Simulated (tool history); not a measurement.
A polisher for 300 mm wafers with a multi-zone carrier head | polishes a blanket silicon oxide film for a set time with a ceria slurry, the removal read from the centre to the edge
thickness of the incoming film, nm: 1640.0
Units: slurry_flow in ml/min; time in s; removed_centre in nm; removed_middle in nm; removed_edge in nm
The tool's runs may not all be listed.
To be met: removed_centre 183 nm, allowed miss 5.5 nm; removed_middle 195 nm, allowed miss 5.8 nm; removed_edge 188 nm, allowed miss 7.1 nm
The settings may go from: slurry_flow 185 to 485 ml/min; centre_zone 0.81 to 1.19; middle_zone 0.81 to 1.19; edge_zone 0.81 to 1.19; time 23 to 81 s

{"run": 1, "hour": 0.0, "slurry_flow": 310, "centre_zone": 1, "middle_zone": 1, "edge_zone": 1, "time": 52, "removed_centre": 259.5, "removed_middle": 269.17, "removed_edge": 263.26}
{"run": 2, "hour": 4.4, "slurry_flow": 310, "centre_zone": 0.98, "middle_zone": 0.98, "edge_zone": 0.96, "time": 48, "removed_centre": 231.66, "removed_middle": 240.18, "removed_edge": 239.8}
{"run": 3, "hour": 8.8, "slurry_flow": 310, "centre_zone": 0.97, "middle_zone": 0.98, "edge_zone": 0.93, "time": 45, "removed_centre": 215.53, "removed_middle": 227.16, "removed_edge": 225.89}
{"run": 4, "hour": 12.8, "slurry_flow": 310, "centre_zone": 0.97, "middle_zone": 0.98, "edge_zone": 0.91, "time": 43, "removed_centre": 205.32, "removed_middle": 217.02, "removed_edge": 208.91}
{"run": 5, "hour": 13.3, "slurry_flow": 310, "centre_zone": 0.97, "middle_zone": 0.98, "edge_zone": 0.91, "time": 51, "removed_centre": 246.8, "removed_middle": 252.77, "removed_edge": 251.35}
{"run": 6, "hour": 16.7, "slurry_flow": 310, "centre_zone": 0.97, "middle_zone": 0.98, "edge_zone": 0.96, "time": 51, "removed_centre": 245.99, "removed_middle": 253.85, "removed_edge": 254.58}
{"run": 7, "hour": 18.3, "slurry_flow": 310, "centre_zone": 0.97, "middle_zone": 0.98, "edge_zone": 0.93, "time": 47, "removed_centre": 225.01, "removed_middle": 239.87, "removed_edge": 232.96}
{"run": 8, "hour": 26.0, "slurry_flow": 310, "centre_zone": 0.97, "middle_zone": 0.98, "edge_zone": 0.93, "time": 47, "removed_centre": 223.95, "removed_middle": 236.63, "removed_edge": 230.15}
{"run": 9, "hour": 29.3, "slurry_flow": 310, "centre_zone": 0.96, "middle_zone": 0.97, "edge_zone": 0.91, "time": 45, "removed_centre": 218.12, "removed_middle": 226.34, "removed_edge": 219.22}
{"run": 10, "hour": 36.5, "slurry_flow": 300, "centre_zone": 0.93, "middle_zone": 0.96, "edge_zone": 0.9, "time": 43, "removed_centre": 199.39, "removed_middle": 213.7, "removed_edge": 204.99}
{"run": 11, "hour": 43.3, "slurry_flow": 285, "centre_zone": 0.91, "middle_zone": 0.94, "edge_zone": 0.89, "time": 43, "removed_centre": 192.7, "removed_middle": 207.43, "removed_edge": 207.16}
{"run": 12, "hour": 46.1, "slurry_flow": 285, "centre_zone": 0.91, "middle_zone": 0.94, "edge_zone": 0.89, "time": 43, "removed_centre": 194.57, "removed_middle": 207.57, "removed_edge": 204.79}
{"run": 13, "hour": 51.8, "slurry_flow": 280, "centre_zone": 0.9, "middle_zone": 0.94, "edge_zone": 0.87, "time": 42, "removed_centre": 185.95, "removed_middle": 201.97, "removed_edge": 200.1}

Which of these 5 next moves meets every target?
{"run": "A", "hour": 57.5, "slurry_flow": 365, "centre_zone": 1, "middle_zone": 1.03, "edge_zone": 0.81, "time": 36, "removed_centre": "?", "removed_middle": "?", "removed_edge": "?"}
{"run": "B", "hour": 57.5, "slurry_flow": 355, "centre_zone": 1.15, "middle_zone": 0.95, "edge_zone": 0.82, "time": 36, "removed_centre": "?", "removed_middle": "?", "removed_edge": "?"}
{"run": "C", "hour": 57.5, "slurry_flow": 225, "centre_zone": 1.01, "middle_zone": 0.95, "edge_zone": 0.81, "time": 40, "removed_centre": "?", "removed_middle": "?", "removed_edge": "?"}
{"run": "D", "hour": 57.5, "slurry_flow": 335, "centre_zone": 0.94, "middle_zone": 0.97, "edge_zone": 0.88, "time": 39, "removed_centre": "?", "removed_middle": "?", "removed_edge": "?"}
{"run": "E", "hour": 57.5, "slurry_flow": 370, "centre_zone": 1.06, "middle_zone": 0.91, "edge_zone": 0.81, "time": 38, "removed_centre": "?", "removed_middle": "?", "removed_edge": "?"}

move=A removed_centre=181.07 removed_middle=194.54 removed_edge=170.39
move=B removed_centre=202.09 removed_middle=180.94 removed_edge=171.02
move=C removed_centre=184.29 removed_middle=185.53 removed_edge=178.16
move=D removed_centre=184.14 removed_middle=198.04 removed_edge=190.01
move=E removed_centre=200.63 removed_middle=185.34 removed_edge=180.39
A: takes the result that was furthest off past its target
B: takes the result that was furthest off past its target
C: takes the result that was furthest off past its target
D: meets every target
E: takes the result that was furthest off past its target
The right move is D.
